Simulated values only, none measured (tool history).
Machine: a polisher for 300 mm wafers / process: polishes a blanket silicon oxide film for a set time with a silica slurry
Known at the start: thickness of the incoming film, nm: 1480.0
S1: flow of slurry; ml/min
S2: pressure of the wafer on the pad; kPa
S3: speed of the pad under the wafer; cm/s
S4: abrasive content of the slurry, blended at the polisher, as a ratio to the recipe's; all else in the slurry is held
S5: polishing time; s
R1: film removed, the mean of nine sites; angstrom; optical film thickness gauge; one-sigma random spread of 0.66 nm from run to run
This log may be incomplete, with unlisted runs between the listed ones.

run,hour,S1,S2,S3,S4,S5,R1
1,0.0,160,34.5,118,1.0,28,988.78
2,1.7,160,31.7,118,1.0,28,916.85
3,10.4,160,35.9,118,1.0,28,1039.30
4,13.0,160,44.8,118,1.0,28,1293.90
5,21.6,180,44.8,118,1.0,28,1334.80
6,30.6,205,44.8,118,1.0,28,1348.60
7,38.2,205,39.3,116,1.0,28,1170.50

The next listed run, before its measurement:
8,44.8,200,34.5,116,1.0,28,?

R1: 1041.70 angstrom

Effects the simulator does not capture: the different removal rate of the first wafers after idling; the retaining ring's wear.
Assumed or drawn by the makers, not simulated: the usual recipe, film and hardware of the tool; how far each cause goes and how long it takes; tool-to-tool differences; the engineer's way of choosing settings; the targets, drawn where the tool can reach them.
